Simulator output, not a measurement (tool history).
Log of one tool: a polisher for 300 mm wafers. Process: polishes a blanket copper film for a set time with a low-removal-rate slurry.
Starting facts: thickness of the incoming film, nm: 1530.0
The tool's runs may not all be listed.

run	hour	flow of slurry (ml/min)	pressure of the wafer on the pad (psi)	speed of the pad under the wafer (m/s)	abrasive content of the slurry	polishing time (s)	film removed (Å)
1	0.0	170	2.6	1.26	1.0	18	694.67
2	1.2	170	2.6	1.26	1.1	18	682.68
3	5.7	170	2.6	1.26	1.1	16	620.99
4	11.8	170	2.2	1.22	1.1	16	504.87
5	19.3	170	2.0	1.22	1.1	16	475.53
6	23.2	170	2.0	0.98	1.1	16	384.05
7	31.0	170	1.9	0.98	1.1	16	362.54
8	34.4	170	1.8	0.98	1.1	16	346.16

Run 9 has not been measured yet. What should we expect?
9	41.6	170	1.8	0.98	1.1	16	?

{"run 9": {"film removed (Å)": 350.51}}

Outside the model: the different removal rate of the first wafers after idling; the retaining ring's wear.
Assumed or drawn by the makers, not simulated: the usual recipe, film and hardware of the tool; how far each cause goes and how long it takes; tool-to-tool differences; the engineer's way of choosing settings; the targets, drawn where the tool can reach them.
